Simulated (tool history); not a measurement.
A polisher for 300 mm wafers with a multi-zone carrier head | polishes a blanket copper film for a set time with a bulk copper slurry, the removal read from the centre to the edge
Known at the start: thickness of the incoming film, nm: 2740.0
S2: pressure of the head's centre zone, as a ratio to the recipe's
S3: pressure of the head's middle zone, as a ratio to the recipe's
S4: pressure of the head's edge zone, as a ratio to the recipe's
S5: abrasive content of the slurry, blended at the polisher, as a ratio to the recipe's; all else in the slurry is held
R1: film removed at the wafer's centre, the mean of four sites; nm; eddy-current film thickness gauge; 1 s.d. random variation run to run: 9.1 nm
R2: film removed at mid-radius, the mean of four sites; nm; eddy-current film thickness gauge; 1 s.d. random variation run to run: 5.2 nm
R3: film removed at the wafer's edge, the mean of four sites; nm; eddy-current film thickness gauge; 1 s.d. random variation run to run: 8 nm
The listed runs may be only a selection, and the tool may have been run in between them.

Run 1, hour 0.0: flow of slurry (ml/min) 255, S2 1.00, S3 1.00, S4 1.00, S5 1.00, polishing time (s) 76. Result: R1 710.71 nm, R2 704.83 nm, R3 724.57 nm.
Run 2, hour 5.7: flow of slurry (ml/min) 255, S2 1.02, S3 0.98, S4 0.95, S5 0.90, polishing time (s) 75. Result: R1 704.20 nm, R2 679.29 nm, R3 694.26 nm.
Run 3, hour 8.8: flow of slurry (ml/min) 255, S2 1.05, S3 0.97, S4 0.92, S5 0.80, polishing time (s) 74. Result: R1 716.79 nm, R2 668.79 nm, R3 653.46 nm.
Run 4, hour 15.4: flow of slurry (ml/min) 255, S2 1.05, S3 0.97, S4 0.87, S5 0.80, polishing time (s) 74. Result: R1 712.43 nm, R2 661.28 nm, R3 642.94 nm.
Run 5, hour 20.8: flow of slurry (ml/min) 255, S2 1.05, S3 0.97, S4 0.87, S5 0.80, polishing time (s) 56. Result: R1 550.21 nm, R2 494.27 nm, R3 487.23 nm.
Run 6, hour 24.8: flow of slurry (ml/min) 255, S2 1.05, S3 0.97, S4 0.87, S5 0.80, polishing time (s) 43. Result: R1 411.06 nm, R2 381.95 nm, R3 378.93 nm.
Run 7, hour 31.2: flow of slurry (ml/min) 265, S2 1.08, S3 0.99, S4 0.89, S5 1.00, polishing time (s) 49. Result: R1 505.74 nm, R2 460.45 nm, R3 440.06 nm.
At hour 34.0: slurry nozzle cleaned.
Run 8, hour 34.0: flow of slurry (ml/min) 265, S2 1.10, S3 0.99, S4 0.94, S5 1.15, polishing time (s) 53. Result: R1 584.04 nm, R2 515.79 nm, R3 520.25 nm.
Run 9, hour 38.1: flow of slurry (ml/min) 270, S2 1.13, S3 1.02, S4 0.97, S5 1.25, polishing time (s) 53. Result: R1 608.26 nm, R2 545.44 nm, R3 532.80 nm.
Run 10, hour 43.7: flow of slurry (ml/min) 280, S2 1.15, S3 1.02, S4 1.00, S5 1.35, polishing time (s) 53. Result: R1 643.71 nm, R2 547.80 nm, R3 537.57 nm.
Run 11, hour 51.4: flow of slurry (ml/min) 275, S2 1.15, S3 1.03, S4 1.03, S5 1.40, polishing time (s) 54. Result: R1 640.42 nm, R2 568.71 nm, R3 560.42 nm.
Run 12, hour 53.7: flow of slurry (ml/min) 280, S2 1.16, S3 1.03, S4 1.05, S5 1.45, polishing time (s) 55. Result: R1 673.89 nm, R2 588.34 nm, R3 572.17 nm.

Estimate the outcome of run 13 from the log above:
Run 13, hour 59.2: flow of slurry (ml/min) 280, S2 1.16, S3 1.02, S4 1.07, S5 1.45, polishing time (s) 56. Result: R1 ?, R2 ?, R3 ?.

{"run 13": {"R1": 691.08, "R2": 581.8, "R3": 599.34}}
